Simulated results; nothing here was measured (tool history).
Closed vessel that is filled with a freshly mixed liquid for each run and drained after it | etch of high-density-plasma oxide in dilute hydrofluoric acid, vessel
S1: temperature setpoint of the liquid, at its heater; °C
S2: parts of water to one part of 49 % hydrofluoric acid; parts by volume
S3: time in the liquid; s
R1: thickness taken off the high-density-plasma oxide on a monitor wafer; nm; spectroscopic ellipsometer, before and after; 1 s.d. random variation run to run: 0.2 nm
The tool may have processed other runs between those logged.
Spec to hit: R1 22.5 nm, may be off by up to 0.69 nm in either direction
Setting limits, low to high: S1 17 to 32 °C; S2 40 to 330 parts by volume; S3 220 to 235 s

{"run": 1, "hour": 0.0, "S1": 24, "S2": 185, "S3": 220, "R1": 10.413}
{"run": 2, "hour": 6.1, "S1": 25.5, "S2": 170, "S3": 220, "R1": 12.689}
{"run": 3, "hour": 13.4, "S1": 25.5, "S2": 140, "S3": 220, "R1": 15.709}
{"run": 4, "hour": 22.3, "S1": 26.5, "S2": 140, "S3": 220, "R1": 16.353}
{"run": 5, "hour": 29.6, "S1": 23.5, "S2": 140, "S3": 220, "R1": 14.612}
{"run": 6, "hour": 30.5, "S1": 23.5, "S2": 140, "S3": 235, "R1": 15.401}
{"run": 7, "hour": 37.6, "S1": 25, "S2": 140, "S3": 235, "R1": 16.629}
{"run": 8, "hour": 40.1, "S1": 26, "S2": 140, "S3": 235, "R1": 17.01}
{"run": 9, "hour": 47.9, "S1": 27, "S2": 140, "S3": 235, "R1": 17.41}
{"run": 10, "hour": 51.6, "S1": 31, "S2": 115, "S3": 235, "R1": 26.167}
{"run": 11, "hour": 53.4, "S1": 30.5, "S2": 115, "S3": 235, "R1": 25.116}
{"run": 12, "hour": 57.4, "S1": 30, "S2": 115, "S3": 235, "R1": 24.781}
{"run": 13, "hour": 61.1, "S1": 29.5, "S2": 115, "S3": 235, "R1": 24.488}
{"run": 14, "hour": 67.0, "S1": 29, "S2": 115, "S3": 235, "R1": 23.976}

Pick the move, out of 5, that brings all results within their allowed miss; only one does.
{"run": "A", "hour": 72.9, "S1": 27.5, "S2": 115, "S3": 235, "R1": "?"}
{"run": "B", "hour": 72.9, "S1": 29.5, "S2": 115, "S3": 235, "R1": "?"}
{"run": "C", "hour": 72.9, "S1": 32, "S2": 120, "S3": 230, "R1": "?"}
{"run": "D", "hour": 72.9, "S1": 28, "S2": 105, "S3": 235, "R1": "?"}
{"run": "E", "hour": 72.9, "S1": 30.5, "S2": 135, "S3": 235, "R1": "?"}

move=A R1=22.483
move=B R1=24.236
move=C R1=24.741
move=D R1=25.429
move=E R1=20.843
A: hits every target within its allowed miss
B: the biggest miss grows against the last run
C: the biggest miss grows against the last run
D: the biggest miss grows against the last run
E: pushes the last run's worst result past its target
The right move is A.
